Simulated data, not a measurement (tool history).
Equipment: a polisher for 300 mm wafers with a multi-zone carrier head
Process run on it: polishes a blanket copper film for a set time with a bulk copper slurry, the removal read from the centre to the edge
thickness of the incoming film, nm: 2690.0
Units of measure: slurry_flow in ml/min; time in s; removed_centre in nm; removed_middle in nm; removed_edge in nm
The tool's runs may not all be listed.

run 1 hour=0.0 | slurry_flow=165 centre_zone=1.00 middle_zone=1.00 edge_zone=1.00 slurry_solids=1.00 time=64 | removed_centre=688.32 removed_middle=722.92 removed_edge=722.79
run 2 hour=2.1 | slurry_flow=160 centre_zone=0.99 middle_zone=1.00 edge_zone=0.98 slurry_solids=1.00 time=64 | removed_centre=691.74 removed_middle=725.56 removed_edge=710.44
run 3 hour=3.7 | slurry_flow=160 centre_zone=1.03 middle_zone=1.00 edge_zone=0.98 slurry_solids=1.00 time=64 | removed_centre=702.18 removed_middle=713.93 removed_edge=715.38
run 4 hour=11.7 | slurry_flow=155 centre_zone=1.01 middle_zone=1.00 edge_zone=0.97 slurry_solids=0.95 time=64 | removed_centre=683.31 removed_middle=690.14 removed_edge=693.88
run 5 hour=15.3 | slurry_flow=155 centre_zone=1.01 middle_zone=1.00 edge_zone=0.97 slurry_solids=0.85 time=64 | removed_centre=669.40 removed_middle=686.10 removed_edge=677.07
run 6 hour=20.1 | slurry_flow=155 centre_zone=1.01 middle_zone=1.00 edge_zone=0.97 slurry_solids=0.95 time=64 | removed_centre=693.58 removed_middle=697.61 removed_edge=705.47
run 7 hour=26.5 | slurry_flow=120 centre_zone=0.94 middle_zone=1.02 edge_zone=0.88 slurry_solids=0.85 time=64 | removed_centre=584.20 removed_middle=640.99 removed_edge=614.84
run 8 hour=29.7 | slurry_flow=120 centre_zone=0.94 middle_zone=1.02 edge_zone=0.88 slurry_solids=0.85 time=64 | removed_centre=586.68 removed_middle=656.67 removed_edge=615.51
run 9 hour=36.2 | slurry_flow=125 centre_zone=0.94 middle_zone=1.02 edge_zone=0.89 slurry_solids=0.85 time=64 | removed_centre=589.54 removed_middle=649.02 removed_edge=632.21
-- hour=43.7 worn pad replaced by a new one
run 10 hour=43.7 | slurry_flow=140 centre_zone=0.96 middle_zone=1.05 edge_zone=0.88 slurry_solids=0.85 time=64 | removed_centre=675.84 removed_middle=751.90 removed_edge=701.92
run 11 hour=48.8 | slurry_flow=135 centre_zone=0.96 middle_zone=1.05 edge_zone=0.88 slurry_solids=0.85 time=64 | removed_centre=663.98 removed_middle=743.94 removed_edge=702.05
run 12 hour=49.5 | slurry_flow=130 centre_zone=0.96 middle_zone=1.05 edge_zone=0.88 slurry_solids=0.85 time=64 | removed_centre=662.13 removed_middle=737.06 removed_edge=679.84

The next listed run, before its measurement:
run 13 hour=56.4 | slurry_flow=105 centre_zone=0.92 middle_zone=0.99 edge_zone=0.86 slurry_solids=0.75 time=64 | removed_centre=? removed_middle=? removed_edge=?

Run 13 yielded removed_centre 578.08 nm, removed_middle 632.36 nm, removed_edge 624.57 nm.
